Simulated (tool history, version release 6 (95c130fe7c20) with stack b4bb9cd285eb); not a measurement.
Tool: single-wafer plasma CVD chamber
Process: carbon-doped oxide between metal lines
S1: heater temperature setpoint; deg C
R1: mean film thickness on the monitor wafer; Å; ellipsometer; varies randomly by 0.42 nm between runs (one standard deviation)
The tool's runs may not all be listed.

{"run": 1, "hour": 0.0, "S1": 355, "chamber pressure (Torr)": 4.34, "RF power (W)": 530, "deposition time (s)": 21.3, "R1": 1064.3}
{"run": 2, "hour": 4.9, "S1": 351, "chamber pressure (Torr)": 4.34, "RF power (W)": 530, "deposition time (s)": 21.3, "R1": 1085.9}
{"run": 3, "hour": 11.9, "S1": 353, "chamber pressure (Torr)": 4.26, "RF power (W)": 530, "deposition time (s)": 21.3, "R1": 1084.6}
{"run": 4, "hour": 20.5, "S1": 349, "chamber pressure (Torr)": 4.26, "RF power (W)": 530, "deposition time (s)": 21.3, "R1": 1084.8}
{"run": 5, "hour": 26.1, "S1": 349, "chamber pressure (Torr)": 4.59, "RF power (W)": 530, "deposition time (s)": 21.3, "R1": 1104}
{"run": 6, "hour": 26.9, "S1": 352, "chamber pressure (Torr)": 4.46, "RF power (W)": 530, "deposition time (s)": 21.3, "R1": 1082.5}
{"run": 7, "hour": 31.8, "S1": 354, "chamber pressure (Torr)": 4.37, "RF power (W)": 525, "deposition time (s)": 21.3, "R1": 1066.8}
{"run": 8, "hour": 34.8, "S1": 356, "chamber pressure (Torr)": 4.3, "RF power (W)": 525, "deposition time (s)": 21.3, "R1": 1061.9}
{"run": 9, "hour": 36.9, "S1": 356, "chamber pressure (Torr)": 4.3, "RF power (W)": 525, "deposition time (s)": 21.3, "R1": 1066.1}

Expected results for the next run?
{"run": 10, "hour": 45.3, "S1": 357, "chamber pressure (Torr)": 4.18, "RF power (W)": 520, "deposition time (s)": 21.3, "R1": "?"}

R1: 1041.7 Å

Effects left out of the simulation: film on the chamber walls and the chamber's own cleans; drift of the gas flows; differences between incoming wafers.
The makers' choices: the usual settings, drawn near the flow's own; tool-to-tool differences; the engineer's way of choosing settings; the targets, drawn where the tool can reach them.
